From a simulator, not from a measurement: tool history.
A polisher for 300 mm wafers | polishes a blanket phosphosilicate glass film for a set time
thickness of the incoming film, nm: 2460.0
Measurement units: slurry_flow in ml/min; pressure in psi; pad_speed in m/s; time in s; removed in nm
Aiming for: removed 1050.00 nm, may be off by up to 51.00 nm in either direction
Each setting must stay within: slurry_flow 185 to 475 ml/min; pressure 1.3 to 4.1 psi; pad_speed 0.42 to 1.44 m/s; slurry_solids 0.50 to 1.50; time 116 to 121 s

run	day	slurry_flow	pressure	pad_speed	slurry_solids	time	removed
1	0.000	305	2.7	0.92	1.00	116	675.99
2	0.358	340	2.7	0.92	1.00	116	696.04
3	0.671	380	2.7	0.92	1.00	116	691.04
4	0.771	380	2.7	0.82	1.00	116	646.87
# day 0.954: slurry nozzle cleaned
5	0.954	380	3.1	0.84	1.00	116	769.40
6	1.250	380	3.3	0.86	1.00	116	838.03
7	1.312	380	3.5	0.86	1.00	116	894.48
8	1.450	380	3.6	0.86	1.00	116	912.81

Of the 4 settings listed for the next run, only one would bring every result within its allowed miss of target. Which one?
A	1.588	410	3.9	0.80	0.95	116	?
B	1.588	425	3.2	0.88	1.20	116	?
C	1.588	365	3.8	0.94	1.00	118	?
D	1.588	400	3.4	0.88	1.15	117	?

move	removed
A	901.57
B	893.11
C	1032.40
D	934.56
A: moves away from the targets compared with the last run
B: moves away from the targets compared with the last run
C: all results land within tolerance of their targets
D: nearer the targets than the last run, but a result is still out of spec
C meets every target.
